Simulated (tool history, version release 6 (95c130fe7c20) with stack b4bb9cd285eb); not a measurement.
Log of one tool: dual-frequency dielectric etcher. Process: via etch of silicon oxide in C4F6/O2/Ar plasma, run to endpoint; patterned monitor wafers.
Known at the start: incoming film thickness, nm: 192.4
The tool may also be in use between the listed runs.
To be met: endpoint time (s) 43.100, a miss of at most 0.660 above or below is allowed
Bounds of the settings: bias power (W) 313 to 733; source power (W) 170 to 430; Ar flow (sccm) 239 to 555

run 1 hour=0.0 | bias_power_(W)=523 source_power_(W)=300 Ar_flow_(sccm)=397 | endpoint_time_(s)=50.913
run 2 hour=5.8 | bias_power_(W)=523 source_power_(W)=260 Ar_flow_(sccm)=397 | endpoint_time_(s)=53.170
run 3 hour=12.7 | bias_power_(W)=523 source_power_(W)=310 Ar_flow_(sccm)=397 | endpoint_time_(s)=50.127
run 4 hour=17.0 | bias_power_(W)=523 source_power_(W)=310 Ar_flow_(sccm)=330 | endpoint_time_(s)=49.184
run 5 hour=19.4 | bias_power_(W)=523 source_power_(W)=280 Ar_flow_(sccm)=330 | endpoint_time_(s)=50.609
-- hour=25.3 source power generator calibrated
run 6 hour=25.3 | bias_power_(W)=559 source_power_(W)=280 Ar_flow_(sccm)=329 | endpoint_time_(s)=48.891
run 7 hour=31.8 | bias_power_(W)=583 source_power_(W)=280 Ar_flow_(sccm)=329 | endpoint_time_(s)=47.728
run 8 hour=37.0 | bias_power_(W)=602 source_power_(W)=280 Ar_flow_(sccm)=329 | endpoint_time_(s)=47.459
run 9 hour=41.4 | bias_power_(W)=623 source_power_(W)=280 Ar_flow_(sccm)=329 | endpoint_time_(s)=46.131
run 10 hour=47.4 | bias_power_(W)=704 source_power_(W)=280 Ar_flow_(sccm)=328 | endpoint_time_(s)=44.277
run 11 hour=53.5 | bias_power_(W)=709 source_power_(W)=280 Ar_flow_(sccm)=328 | endpoint_time_(s)=44.237
run 12 hour=62.0 | bias_power_(W)=713 source_power_(W)=280 Ar_flow_(sccm)=327 | endpoint_time_(s)=44.091

Pick the move, out of 5, that brings all results within their allowed miss; only one does.
run A hour=70.5 | bias_power_(W)=706 source_power_(W)=310 Ar_flow_(sccm)=343 | endpoint_time_(s)=?
run B hour=70.5 | bias_power_(W)=733 source_power_(W)=240 Ar_flow_(sccm)=259 | endpoint_time_(s)=?
run C hour=70.5 | bias_power_(W)=622 source_power_(W)=310 Ar_flow_(sccm)=348 | endpoint_time_(s)=?
run D hour=70.5 | bias_power_(W)=733 source_power_(W)=270 Ar_flow_(sccm)=344 | endpoint_time_(s)=?
run E hour=70.5 | bias_power_(W)=733 source_power_(W)=250 Ar_flow_(sccm)=300 | endpoint_time_(s)=?

move=A endpoint_time_(s)=42.998
move=B endpoint_time_(s)=44.613
move=C endpoint_time_(s)=45.292
move=D endpoint_time_(s)=44.602
move=E endpoint_time_(s)=44.967
A: every result lands within tolerance
B: the biggest miss grows against the last run
C: the biggest miss grows against the last run
D: the biggest miss grows against the last run
E: the biggest miss grows against the last run
The move that meets every target is A.

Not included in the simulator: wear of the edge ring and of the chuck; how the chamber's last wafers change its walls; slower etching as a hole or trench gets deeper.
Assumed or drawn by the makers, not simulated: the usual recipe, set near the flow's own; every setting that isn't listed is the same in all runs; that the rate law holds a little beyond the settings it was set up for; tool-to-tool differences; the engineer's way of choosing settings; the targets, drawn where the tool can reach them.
